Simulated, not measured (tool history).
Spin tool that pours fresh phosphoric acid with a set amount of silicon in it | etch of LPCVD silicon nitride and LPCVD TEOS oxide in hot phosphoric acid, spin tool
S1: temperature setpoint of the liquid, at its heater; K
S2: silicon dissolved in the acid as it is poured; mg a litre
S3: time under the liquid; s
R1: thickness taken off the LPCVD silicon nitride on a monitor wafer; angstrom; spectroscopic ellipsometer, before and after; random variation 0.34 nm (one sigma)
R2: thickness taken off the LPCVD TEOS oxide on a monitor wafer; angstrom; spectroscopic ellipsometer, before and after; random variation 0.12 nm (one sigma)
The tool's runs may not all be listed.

| run | hour | S1 | S2 | S3 | R1 | R2 |
|---|---|---|---|---|---|---|
| 1 | 0.0 | 437.15 | 20.0 | 180 | 198.60 | 4.0350 |
| 2 | 6.7 | 435.65 | 20.0 | 180 | 186.97 | 3.7289 |
| 3 | 7.7 | 436.15 | 19.0 | 190 | 202.27 | 3.4554 |
| 4 | 13.6 | 436.15 | 24.5 | 190 | 198.76 | 3.4521 |
| 5 | 21.7 | 436.65 | 21.5 | 200 | 220.17 | 4.1034 |
| 6 | 28.4 | 437.15 | 19.5 | 205 | 224.98 | 3.6141 |
| 7 | 35.7 | 434.65 | 6.5 | 295 | 297.74 | 7.3278 |
| 8 | 41.0 | 435.15 | 6.0 | 295 | 303.65 | 7.8437 |
| 9 | 48.0 | 435.65 | 6.0 | 295 | 305.18 | 6.1375 |
|  | 51.4 | dissolved silicon flow meter replaced |
| 10 | 51.4 | 435.15 | 7.5 | 300 | 304.26 | 7.5920 |
| 11 | 59.8 | 435.15 | 6.5 | 305 | 313.92 | 7.2064 |

Run 12 comes next. What will it give?
| 12 | 63.1 | 437.65 | 2.0 | 320 | ? | ? |

Run 12 gave R1 359.88 angstrom, R2 10.5720 angstrom.
